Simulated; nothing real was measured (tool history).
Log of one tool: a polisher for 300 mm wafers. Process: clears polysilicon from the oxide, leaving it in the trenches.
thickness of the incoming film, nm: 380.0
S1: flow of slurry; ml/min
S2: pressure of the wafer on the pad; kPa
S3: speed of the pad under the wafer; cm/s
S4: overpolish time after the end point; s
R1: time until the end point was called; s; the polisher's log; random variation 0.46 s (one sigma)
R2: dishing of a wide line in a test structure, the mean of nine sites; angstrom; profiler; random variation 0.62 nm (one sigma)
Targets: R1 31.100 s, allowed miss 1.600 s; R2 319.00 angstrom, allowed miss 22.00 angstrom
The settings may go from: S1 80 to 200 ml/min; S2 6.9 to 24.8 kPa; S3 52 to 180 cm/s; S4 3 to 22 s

run  hour   S1    S2   S3  S4      R1      R2
  1   0.0  130  15.9  116  11  22.600  386.78
  2   0.9  130  15.2  116  10  23.410  370.62
  3   7.8  130  14.5  116   9  24.526  347.00
  4   9.5  130  13.8  116   9  25.400  357.10
  5  14.7  130  13.1  116   9  27.338  353.57
  6  16.3  100  13.1  116   9  29.631  347.49
  7  18.5   80  13.1  116   3  32.965  198.60
     21.2  -- slurry nozzle cleaned
  8  21.2   85  13.1  116   4  28.600  255.33

Which of these 5 next moves meets every target?
  A  23.9  90  17.9   88   8   ?   ?
  B  23.9  85  12.4  128   6   ?   ?
  C  23.9  85  12.4  116   7   ?   ?
  D  23.9  90  11.0  148   6   ?   ?
  E  23.9  80  13.1  100  10   ?   ?

move      R1      R2
   A  27.937  340.90
   B  28.126  311.34
   C  30.949  317.90
   D  26.746  317.00
   E  34.707  341.41
A: brings the result that was furthest off to its target, and leaves another outside
B: brings the result that was furthest off to its target, and leaves another outside
C: meets every target
D: brings the result that was furthest off to its target, and leaves another outside
E: takes the result that was furthest off past its target
The right move is C.
